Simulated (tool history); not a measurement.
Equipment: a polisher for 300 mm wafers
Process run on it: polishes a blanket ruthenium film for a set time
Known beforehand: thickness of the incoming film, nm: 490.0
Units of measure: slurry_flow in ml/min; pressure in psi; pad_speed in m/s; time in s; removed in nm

run 1 day=0 | slurry_flow=170 pressure=2.6 pad_speed=1.1 time=40 | removed=71.419
run 2 day=0.279 | slurry_flow=170 pressure=2.6 pad_speed=1.32 time=40 | removed=85.258
run 3 day=0.538 | slurry_flow=170 pressure=2.6 pad_speed=1.46 time=40 | removed=93.71
run 4 day=0.688 | slurry_flow=170 pressure=2.6 pad_speed=1.6 time=40 | removed=103.42
run 5 day=0.821 | slurry_flow=170 pressure=3 pad_speed=1.6 time=40 | removed=119.85
run 6 day=0.979 | slurry_flow=170 pressure=3.2 pad_speed=1.6 time=40 | removed=124.65
run 7 day=1.083 | slurry_flow=165 pressure=2.8 pad_speed=1.44 time=39 | removed=96.122
run 8 day=1.367 | slurry_flow=160 pressure=2.5 pad_speed=1.34 time=39 | removed=81.302
run 9 day=1.712 | slurry_flow=160 pressure=2.3 pad_speed=1.24 time=39 | removed=69.677
run 10 day=1.804 | slurry_flow=155 pressure=2.1 pad_speed=1.18 time=39 | removed=60.78
run 11 day=1.988 | slurry_flow=155 pressure=2.1 pad_speed=1.18 time=39 | removed=60.194
run 12 day=2.308 | slurry_flow=150 pressure=1.9 pad_speed=1.16 time=39 | removed=54.976
run 13 day=2.571 | slurry_flow=145 pressure=1.8 pad_speed=1.14 time=39 | removed=50.952
run 14 day=2.738 | slurry_flow=125 pressure=1.2 pad_speed=1.06 time=39 | removed=32.03
run 15 day=2.979 | slurry_flow=125 pressure=1.2 pad_speed=1.06 time=39 | removed=32.331
run 16 day=3.267 | slurry_flow=130 pressure=1.2 pad_speed=1.06 time=39 | removed=32.545
run 17 day=3.429 | slurry_flow=160 pressure=1.5 pad_speed=1.06 time=39 | removed=39.905
run 18 day=3.504 | slurry_flow=155 pressure=1.5 pad_speed=1.06 time=39 | removed=40.321
run 19 day=3.633 | slurry_flow=150 pressure=1.5 pad_speed=1.06 time=39 | removed=40.773
run 20 day=3.9 | slurry_flow=145 pressure=1.5 pad_speed=1.06 time=39 | removed=40.296

For run 21, what comes out?
run 21 day=4.208 | slurry_flow=140 pressure=1.5 pad_speed=1.06 time=39 | removed=?

Run 21 measured removed 39.152 nm.

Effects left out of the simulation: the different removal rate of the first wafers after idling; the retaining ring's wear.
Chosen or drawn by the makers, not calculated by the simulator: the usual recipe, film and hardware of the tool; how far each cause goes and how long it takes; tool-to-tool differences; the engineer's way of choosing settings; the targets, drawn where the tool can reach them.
